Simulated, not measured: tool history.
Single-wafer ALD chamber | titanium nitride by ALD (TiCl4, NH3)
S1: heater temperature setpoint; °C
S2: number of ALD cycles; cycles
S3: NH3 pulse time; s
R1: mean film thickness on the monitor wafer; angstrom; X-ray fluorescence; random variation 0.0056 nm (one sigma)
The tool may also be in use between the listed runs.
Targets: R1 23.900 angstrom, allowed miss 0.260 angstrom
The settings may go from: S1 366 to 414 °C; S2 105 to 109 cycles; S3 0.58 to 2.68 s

run  hour   S1   S2    S3      R1
  1   0.0  390  105  1.63  22.639
  2   2.0  390  105  1.93  22.842
  3  10.7  382  105  1.93  22.640
  4  12.7  383  106  1.94  22.888
  5  15.0  383  105  1.94  22.613
  6  17.3  383  105  1.94  22.558
  7  25.5  385  106  1.94  22.811
  8  27.0  387  107  1.99  23.187
  9  35.8  388  107  2.02  23.310
 10  43.6  389  107  2.02  23.285
 11  49.3  390  107  2.03  23.254
 12  50.5  391  107  2.06  23.334

Which of these 5 next moves meets every target?
  A  51.7  389  109  2.41   ?
  B  51.7  398  107  1.89   ?
  C  51.7  387  109  1.77   ?
  D  51.7  403  109  2.68   ?
  E  51.7  401  106  2.35   ?

move      R1
   A  24.017
   B  23.483
   C  23.536
   D  24.401
   E  23.568
A: meets every target
B: nearer than the last run, and not there yet
C: nearer than the last run, and not there yet
D: takes the result that was furthest off past its target
E: nearer than the last run, and not there yet
Move A is the one to make.
